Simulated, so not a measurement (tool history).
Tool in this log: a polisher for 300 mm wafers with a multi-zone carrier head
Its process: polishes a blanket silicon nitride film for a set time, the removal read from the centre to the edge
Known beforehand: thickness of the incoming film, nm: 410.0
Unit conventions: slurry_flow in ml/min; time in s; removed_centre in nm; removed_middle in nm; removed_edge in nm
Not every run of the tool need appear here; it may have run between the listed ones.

run,hour,slurry_flow,centre_zone,middle_zone,edge_zone,time,removed_centre,removed_middle,removed_edge
1,0,305,1,1,1,40,102.7,104.69,105.82
2,4,300,0.95,0.96,0.97,33,82.154,84.625,84.035
3,6.8,300,1,0.96,0.97,33,85.83,85.25,83.161
4,13.3,290,0.94,0.93,0.98,29,69.811,71.257,74.34
5,21.2,280,0.9,0.91,0.95,27,62.924,66.627,69.195
6,22.6,325,0.9,0.91,0.95,27,63.297,67.387,67.08
7,30,325,0.87,0.88,0.94,26,59.333,62.733,67.482
8,34.8,310,0.85,0.89,0.88,21,46.371,51.12,52.086
9,38,310,0.86,0.89,0.92,21,47.729,50.361,51.736
10,38.9,310,0.85,0.89,0.94,22,48.73,53.376,55.629
11,47.9,310,0.85,0.89,0.94,22,49.354,53.816,55.063

What does the tool deliver on the next run?
12,56.6,310,0.85,0.88,0.96,22,?,?,?

removed_centre: 49.433 nm
removed_middle: 52.979 nm
removed_edge: 56.458 nm
